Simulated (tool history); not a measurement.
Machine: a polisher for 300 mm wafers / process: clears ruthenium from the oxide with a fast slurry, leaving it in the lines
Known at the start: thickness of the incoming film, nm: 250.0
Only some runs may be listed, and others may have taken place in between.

| run | hour | flow of slurry (ml/min) | pressure of the wafer on the pad (kPa) | speed of the pad under the wafer (cm/s) | abrasive content of the slurry | overpolish time after the end point (s) | time until the end point was called (s) | dishing of a wide line in a test structure (angstrom) |
|---|---|---|---|---|---|---|---|---|
| 1 | 0 | 270 | 17.2 | 80 | 1 | 17 | 84.865 | 385.13 |
| 2 | 4.7 | 270 | 17.2 | 66 | 1 | 17 | 100.58 | 343.14 |
| 3 | 13.2 | 270 | 17.2 | 66 | 1.15 | 17 | 94.515 | 359.26 |
| 4 | 20.4 | 270 | 18.6 | 66 | 1.15 | 15 | 89.912 | 333.31 |
| 5 | 25.9 | 270 | 18.6 | 72 | 1.15 | 15 | 81.993 | 359.68 |
|  | 30.5 | slurry nozzle cleaned |
| 6 | 30.5 | 270 | 18.6 | 86 | 1.15 | 15 | 64.237 | 449.6 |
| 7 | 39.3 | 270 | 18.6 | 86 | 1.15 | 13 | 64.285 | 413.55 |
| 8 | 42.1 | 270 | 18.6 | 86 | 1.15 | 12 | 66.046 | 363.46 |
| 9 | 48.3 | 270 | 18.6 | 86 | 1.15 | 12 | 65.717 | 366.83 |
| 10 | 54.5 | 270 | 19.3 | 86 | 1.15 | 11 | 61.783 | 345.7 |
| 11 | 57.7 | 270 | 20 | 86 | 1.15 | 10 | 61.127 | 328.19 |
| 12 | 58.8 | 270 | 20.7 | 86 | 1.15 | 10 | 59.313 | 329.27 |

What does the tool deliver on the next run?
| 13 | 64.6 | 270 | 20.7 | 86 | 1.15 | 10 | ? | ? |

{"run 13": {"time until the end point was called (s)": 59.807, "dishing of a wide line in a test structure (angstrom)": 340.73}}

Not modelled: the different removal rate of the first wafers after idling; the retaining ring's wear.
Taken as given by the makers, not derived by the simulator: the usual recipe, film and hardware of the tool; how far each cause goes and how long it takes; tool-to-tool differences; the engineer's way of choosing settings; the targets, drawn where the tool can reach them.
